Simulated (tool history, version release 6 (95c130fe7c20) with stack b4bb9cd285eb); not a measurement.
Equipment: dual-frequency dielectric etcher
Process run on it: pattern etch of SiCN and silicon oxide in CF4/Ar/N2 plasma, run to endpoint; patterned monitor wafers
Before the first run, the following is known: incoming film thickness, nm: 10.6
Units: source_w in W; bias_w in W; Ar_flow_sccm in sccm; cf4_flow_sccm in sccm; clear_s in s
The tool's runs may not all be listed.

Run 1, hour 0.0: source_w 490 W, bias_w 76 W, Ar_flow_sccm 93 sccm, cf4_flow_sccm 67 sccm. Result: clear_s 10.5630 s.
Run 2, hour 7.6: source_w 500 W, bias_w 76 W, Ar_flow_sccm 93 sccm, cf4_flow_sccm 67 sccm. Result: clear_s 10.4630 s.
Run 3, hour 11.8: source_w 500 W, bias_w 76 W, Ar_flow_sccm 104 sccm, cf4_flow_sccm 67 sccm. Result: clear_s 10.4390 s.
Run 4, hour 18.8: source_w 510 W, bias_w 76 W, Ar_flow_sccm 104 sccm, cf4_flow_sccm 67 sccm. Result: clear_s 10.2650 s.
At hour 23.4: wet clean of the chamber.
Run 5, hour 23.4: source_w 510 W, bias_w 76 W, Ar_flow_sccm 104 sccm, cf4_flow_sccm 78 sccm. Result: clear_s 10.5400 s.
Run 6, hour 30.6: source_w 510 W, bias_w 76 W, Ar_flow_sccm 90 sccm, cf4_flow_sccm 78 sccm. Result: clear_s 10.2610 s.
Run 7, hour 35.8: source_w 520 W, bias_w 76 W, Ar_flow_sccm 90 sccm, cf4_flow_sccm 78 sccm. Result: clear_s 10.1320 s.

Run 8, settings as shown, results not yet in. Your forecast:
Run 8, hour 44.2: source_w 530 W, bias_w 76 W, Ar_flow_sccm 90 sccm, cf4_flow_sccm 78 sccm. Result: clear_s ?.

{"run 8": {"clear_s": 9.9024}}

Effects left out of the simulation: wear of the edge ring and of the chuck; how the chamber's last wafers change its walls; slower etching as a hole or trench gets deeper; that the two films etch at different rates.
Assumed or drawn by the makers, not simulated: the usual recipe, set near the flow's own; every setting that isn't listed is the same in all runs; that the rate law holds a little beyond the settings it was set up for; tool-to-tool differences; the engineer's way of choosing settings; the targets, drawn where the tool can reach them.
